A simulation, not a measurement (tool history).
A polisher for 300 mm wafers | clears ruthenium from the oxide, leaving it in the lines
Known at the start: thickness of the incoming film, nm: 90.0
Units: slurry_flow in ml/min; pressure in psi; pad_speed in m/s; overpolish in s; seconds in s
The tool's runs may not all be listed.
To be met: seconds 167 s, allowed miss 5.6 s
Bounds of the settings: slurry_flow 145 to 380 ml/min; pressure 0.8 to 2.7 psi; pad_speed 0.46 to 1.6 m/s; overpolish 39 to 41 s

run,hour,slurry_flow,pressure,pad_speed,overpolish,seconds
1,0,245,1.7,1.02,39,98.109
2,7.9,245,1.4,1.02,39,117.86
3,9.6,245,1.4,0.86,39,140.55
4,18.4,245,1.4,0.86,41,141.82
5,26.9,245,1,0.86,41,197.88
6,32.8,215,1,0.86,41,198
7,33.8,220,1.1,0.86,41,180.66
8,39.1,220,1.1,0.86,41,175.92
9,40.6,215,1.1,0.86,41,180.47

5 next moves are on the table. One of them brings every result within its allowed miss. Which?
A,42.1,185,1.2,0.88,41,?
B,42.1,300,1.2,0.92,39,?
C,42.1,200,1,1.14,39,?
D,42.1,220,1.2,0.94,41,?
E,42.1,215,1.2,0.94,41,?

move,seconds
A,166.76
B,151.7
C,154.06
D,153.43
E,153.84
A: meets every target
B: takes the result that was furthest off past its target
C: takes the result that was furthest off past its target
D: takes the result that was furthest off past its target
E: takes the result that was furthest off past its target
Answer: A

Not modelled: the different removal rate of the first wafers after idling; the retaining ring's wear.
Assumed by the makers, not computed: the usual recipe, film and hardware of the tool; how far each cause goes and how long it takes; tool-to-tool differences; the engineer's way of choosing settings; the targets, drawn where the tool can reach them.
